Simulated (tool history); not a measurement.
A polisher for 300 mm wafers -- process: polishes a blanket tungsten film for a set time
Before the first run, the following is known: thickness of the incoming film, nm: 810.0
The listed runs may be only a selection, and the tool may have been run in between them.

run	day	flow of slurry (ml/min)	pressure of the wafer on the pad (psi)	speed of the pad under the wafer (m/s)	abrasive content of the slurry	polishing time (s)	film removed (Å)
1	0	230	3.5	1.22	1	37	2184.5
2	0.1	225	3.3	1.22	1	37	2044.7
3	0.325	225	3.3	1.22	1	37	2073.7
4	0.492	225	3.2	1.22	1	37	2027.3
5	0.783	190	3.2	1.22	1	37	1971.5
6	1.112	190	3.2	1.22	0.85	37	1893.6
7	1.254	185	3.2	1.22	0.85	37	1890.1

Run 8 comes next. What will it give?
8	1.579	180	3.2	1.22	0.85	37	?

film removed (Å): 1884.2

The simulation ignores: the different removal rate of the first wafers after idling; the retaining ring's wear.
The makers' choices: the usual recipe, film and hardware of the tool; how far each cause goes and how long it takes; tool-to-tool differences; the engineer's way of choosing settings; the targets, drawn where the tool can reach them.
